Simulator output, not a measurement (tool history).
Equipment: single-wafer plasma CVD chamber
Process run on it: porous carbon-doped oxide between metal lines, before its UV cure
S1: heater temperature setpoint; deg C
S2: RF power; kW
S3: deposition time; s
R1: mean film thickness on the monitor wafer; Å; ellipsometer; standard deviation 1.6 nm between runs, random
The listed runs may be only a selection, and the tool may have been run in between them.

{"run": 1, "hour": 0.0, "S1": 280, "S2": 0.55, "S3": 55.7, "R1": 3938.0}
{"run": 2, "hour": 3.7, "S1": 283, "S2": 0.545, "S3": 55.7, "R1": 3830.2}
{"run": 3, "hour": 5.5, "S1": 285, "S2": 0.54, "S3": 55.7, "R1": 3725.7}
{"run": 4, "hour": 11.8, "S1": 286, "S2": 0.54, "S3": 55.7, "R1": 3744.7}
{"run": 5, "hour": 18.1, "S1": 286, "S2": 0.54, "S3": 55.7, "R1": 3717.3}
{"run": 6, "hour": 19.4, "S1": 288, "S2": 0.535, "S3": 55.7, "R1": 3658.0}
{"run": 7, "hour": 24.1, "S1": 289, "S2": 0.53, "S3": 55.7, "R1": 3565.5}
{"run": 8, "hour": 31.3, "S1": 290, "S2": 0.53, "S3": 55.7, "R1": 3574.7}

The next listed run, before its measurement:
{"run": 9, "hour": 31.8, "S1": 291, "S2": 0.53, "S3": 55.7, "R1": "?"}

Run 9 gave R1 3581.6 Å.
